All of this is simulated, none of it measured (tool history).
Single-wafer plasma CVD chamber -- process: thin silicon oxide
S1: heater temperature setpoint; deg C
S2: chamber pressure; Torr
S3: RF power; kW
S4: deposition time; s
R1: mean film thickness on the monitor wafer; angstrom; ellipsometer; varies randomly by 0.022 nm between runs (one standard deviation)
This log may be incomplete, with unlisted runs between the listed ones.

run 1 hour=0.0 | S1=410 S2=0.974 S3=0.225 S4=6.80 | R1=121.370
run 2 hour=2.8 | S1=410 S2=0.899 S3=0.220 S4=6.78 | R1=110.450
run 3 hour=7.3 | S1=410 S2=0.899 S3=0.235 S4=6.78 | R1=113.360
run 4 hour=15.5 | S1=410 S2=0.899 S3=0.265 S4=6.78 | R1=118.380
run 5 hour=16.6 | S1=410 S2=0.837 S3=0.265 S4=6.76 | R1=109.400
run 6 hour=18.3 | S1=410 S2=0.797 S3=0.265 S4=6.75 | R1=103.340
run 7 hour=19.2 | S1=410 S2=0.770 S3=0.265 S4=6.75 | R1=98.620
run 8 hour=26.3 | S1=410 S2=0.753 S3=0.265 S4=6.75 | R1=95.810
run 9 hour=29.7 | S1=410 S2=0.741 S3=0.265 S4=6.75 | R1=93.805

What does the tool deliver on the next run?
run 10 hour=33.4 | S1=410 S2=0.655 S3=0.260 S4=6.74 | R1=?

R1: 78.044 angstrom
